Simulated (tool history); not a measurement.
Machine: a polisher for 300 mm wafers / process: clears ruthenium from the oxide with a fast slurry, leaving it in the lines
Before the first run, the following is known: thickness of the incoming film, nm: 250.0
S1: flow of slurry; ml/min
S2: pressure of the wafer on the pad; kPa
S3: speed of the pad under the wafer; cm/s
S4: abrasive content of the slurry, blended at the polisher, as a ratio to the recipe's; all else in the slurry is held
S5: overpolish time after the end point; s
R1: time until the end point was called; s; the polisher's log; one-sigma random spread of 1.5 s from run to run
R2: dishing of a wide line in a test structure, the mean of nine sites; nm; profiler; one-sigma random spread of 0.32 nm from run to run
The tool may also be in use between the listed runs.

run 1 hour=0 | S1=285 S2=13.8 S3=128 S4=1 S5=9 | R1=69.979 R2=26.44
run 2 hour=4.3 | S1=220 S2=13.8 S3=128 S4=1 S5=9 | R1=69.589 R2=27.113
run 3 hour=9 | S1=220 S2=13.8 S3=128 S4=1.2 S5=9 | R1=65.537 R2=29.173
run 4 hour=11.1 | S1=220 S2=13.1 S3=128 S4=1.2 S5=9 | R1=67.81 R2=27.904
run 5 hour=16.4 | S1=220 S2=13.1 S3=128 S4=1.4 S5=9 | R1=63.787 R2=28.814
run 6 hour=17.1 | S1=220 S2=13.1 S3=158 S4=1.4 S5=9 | R1=53.119 R2=33.457
run 7 hour=22.9 | S1=220 S2=12.4 S3=154 S4=1.4 S5=9 | R1=57.158 R2=31.113

Predict the results of run 8:
run 8 hour=31.2 | S1=220 S2=12.4 S3=154 S4=1.4 S5=9 | R1=? R2=?

{"run 8": {"R1": 56.45, "R2": 31.785}}

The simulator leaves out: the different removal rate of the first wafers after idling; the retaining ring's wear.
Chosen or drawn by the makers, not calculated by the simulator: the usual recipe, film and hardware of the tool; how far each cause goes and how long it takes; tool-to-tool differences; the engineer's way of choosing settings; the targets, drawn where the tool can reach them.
